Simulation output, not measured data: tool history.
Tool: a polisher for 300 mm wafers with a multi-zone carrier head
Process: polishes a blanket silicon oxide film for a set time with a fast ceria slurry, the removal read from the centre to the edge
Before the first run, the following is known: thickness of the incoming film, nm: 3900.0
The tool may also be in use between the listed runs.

run	hour	flow of slurry (ml/min)	pressure of the head's centre zone	pressure of the head's middle zone	pressure of the head's edge zone	polishing time (s)	film removed at the wafer's centre (Å)	film removed at mid-radius (Å)	film removed at the wafer's edge (Å)
1	0	155	1	1	1	73	5648.8	5623.6	5673.6
2	3.3	155	1	1	1	60	4607.2	4665.2	4575.4
3	5.9	155	0.92	1	1	60	4301.2	4539.1	4678.8
4	14.6	155	0.92	0.95	1	60	4375.1	4423.9	4620.8
5	20.8	140	0.89	0.91	1.02	53	3629.7	3636.4	4005.1
6	28.3	130	0.87	0.89	1.04	49	3157.6	3297.2	3749.9
7	31.3	125	0.87	0.87	1.05	46	2968.2	2994.7	3535.5
8	39.4	120	0.86	0.86	1.05	44	2785.6	2819.2	3381.4
9	43.9	115	0.85	0.85	1.04	43	2578	2674.2	3251.4
10	52.3	115	0.85	0.85	1.04	43	2657	2692.7	3169.6

Run 11 has not been measured yet. What should we expect?
11	55.1	110	0.84	0.84	1.04	43	?	?	?

film removed at the wafer's centre (Å): 2525.8
film removed at mid-radius (Å): 2624.5
film removed at the wafer's edge (Å): 3154.1
